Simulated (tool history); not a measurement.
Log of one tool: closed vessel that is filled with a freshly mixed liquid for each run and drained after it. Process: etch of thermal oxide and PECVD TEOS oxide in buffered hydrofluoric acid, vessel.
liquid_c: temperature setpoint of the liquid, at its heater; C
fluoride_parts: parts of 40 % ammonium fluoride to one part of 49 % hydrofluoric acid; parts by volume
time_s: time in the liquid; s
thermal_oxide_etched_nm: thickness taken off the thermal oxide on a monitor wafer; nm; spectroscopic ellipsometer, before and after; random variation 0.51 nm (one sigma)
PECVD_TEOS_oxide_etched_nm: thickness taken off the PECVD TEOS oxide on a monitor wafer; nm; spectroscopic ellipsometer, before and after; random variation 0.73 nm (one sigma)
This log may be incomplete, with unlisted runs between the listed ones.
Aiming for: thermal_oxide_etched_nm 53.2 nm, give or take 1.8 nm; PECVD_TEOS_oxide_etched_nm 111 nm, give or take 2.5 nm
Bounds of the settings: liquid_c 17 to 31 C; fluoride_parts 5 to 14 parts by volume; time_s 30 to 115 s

run	hour	liquid_c	fluoride_parts	time_s	thermal_oxide_etched_nm	PECVD_TEOS_oxide_etched_nm
1	0	23	8.5	60	75.738	156.42
2	4.2	21	8.5	60	67.847	140.17
3	11.9	21	7	60	82.759	171.31
4	15.4	19.5	7.5	60	71.646	147.45
5	19.6	18.5	8	60	62.842	131.18
6	23.1	18.5	8	75	76.964	163.82
7	28.5	18	9	75	67.078	138.18
8	36.6	18	9	75	67.582	137.59
9	40.4	17.5	9.5	75	62.523	131.01
10	41.9	17.5	10	75	60.043	126.64
11	48.6	17.5	10.5	75	58.221	120.44

4 candidate next runs follow, results not yet known. Just one meets every target within its allowed miss. Identify it.
A	55.3	24	12.5	65	?	?
B	55.3	17.5	10.5	65	?	?
C	55.3	18	8	55	?	?
D	55.3	17.5	10	65	?	?

move	thermal_oxide_etched_nm	PECVD_TEOS_oxide_etched_nm
A	61.263	125.82
B	50.56	103.84
C	56.055	115.12
D	53.021	108.89
A: lands further from the targets than the last run did
B: moves the result that the last run missed by most past its target, out the other side
C: moves toward the targets from the last run without getting all of them in spec
D: meets every target
Move D is the one to make.
